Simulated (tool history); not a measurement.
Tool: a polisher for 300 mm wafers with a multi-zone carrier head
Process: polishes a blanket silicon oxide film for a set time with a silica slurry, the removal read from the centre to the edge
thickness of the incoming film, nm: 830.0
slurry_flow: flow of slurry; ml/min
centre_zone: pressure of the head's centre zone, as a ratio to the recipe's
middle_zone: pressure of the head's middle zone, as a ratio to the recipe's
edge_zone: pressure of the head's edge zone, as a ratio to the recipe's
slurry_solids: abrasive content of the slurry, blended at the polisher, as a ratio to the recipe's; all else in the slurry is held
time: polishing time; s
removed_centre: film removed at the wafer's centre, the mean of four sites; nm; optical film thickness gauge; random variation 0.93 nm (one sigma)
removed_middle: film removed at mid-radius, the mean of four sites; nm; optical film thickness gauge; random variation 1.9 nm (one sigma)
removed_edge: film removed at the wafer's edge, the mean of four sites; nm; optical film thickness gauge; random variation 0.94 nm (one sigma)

run	hour	slurry_flow	centre_zone	middle_zone	edge_zone	slurry_solids	time	removed_centre	removed_middle	removed_edge
1	0	230	1	1	1	1	78	249.92	249.26	254.3
2	3	230	0.99	1.02	0.96	0.9	73	226.31	225.32	228.53
3	9.4	235	0.98	1.06	0.92	0.8	67	199.5	207.1	191.39
4	10.1	235	0.98	1.06	0.92	0.7	67	187.82	192.54	184.16
5	14.9	235	0.98	1.06	0.92	0.6	67	178.8	183.59	173.05
6	21	235	1.05	1.06	0.92	0.6	67	185.21	182.87	171.55
7	29.9	225	1.02	1.07	0.9	0.6	65	176.17	181.82	166.64

The next listed run, before its measurement:
8	38.9	225	1.01	1.07	0.89	0.6	63	?	?	?

Run 8 gave removed_centre 168.44 nm, removed_middle 173.88 nm, removed_edge 158.68 nm.

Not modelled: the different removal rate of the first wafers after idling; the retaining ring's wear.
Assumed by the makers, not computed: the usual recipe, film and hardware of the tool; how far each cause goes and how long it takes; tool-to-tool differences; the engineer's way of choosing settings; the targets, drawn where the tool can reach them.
